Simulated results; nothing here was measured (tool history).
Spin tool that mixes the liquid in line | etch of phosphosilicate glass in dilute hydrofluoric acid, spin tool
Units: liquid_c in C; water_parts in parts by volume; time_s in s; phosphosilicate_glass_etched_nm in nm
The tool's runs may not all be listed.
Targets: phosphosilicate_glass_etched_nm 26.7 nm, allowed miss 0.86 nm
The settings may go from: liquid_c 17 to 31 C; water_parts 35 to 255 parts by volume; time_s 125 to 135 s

run,hour,liquid_c,water_parts,time_s,phosphosilicate_glass_etched_nm
1,0,23,145,125,52.064
2,5.6,23,170,125,43.138
3,11,22,175,125,39.125
4,13.1,22,175,135,43.569
5,17.2,21.5,180,135,40.368
6,23.1,19.5,180,135,37.803
7,24.6,19,185,135,35.511
8,25.6,18.5,190,135,33.581
9,31.8,17,215,135,27.878
# hour 35.2: thermometer replaced
10,35.2,17,220,135,25.377

Which of these 4 next moves meets every target?
A,38.6,17,235,135,?
B,38.6,17,205,130,?
C,38.6,18,220,125,?
D,38.6,17,225,135,?

move,phosphosilicate_glass_etched_nm
A,23.999
B,27.215
C,25.018
D,25.289
A: further off than the last run
B: meets every target
C: further off than the last run
D: further off than the last run
The right move is B.
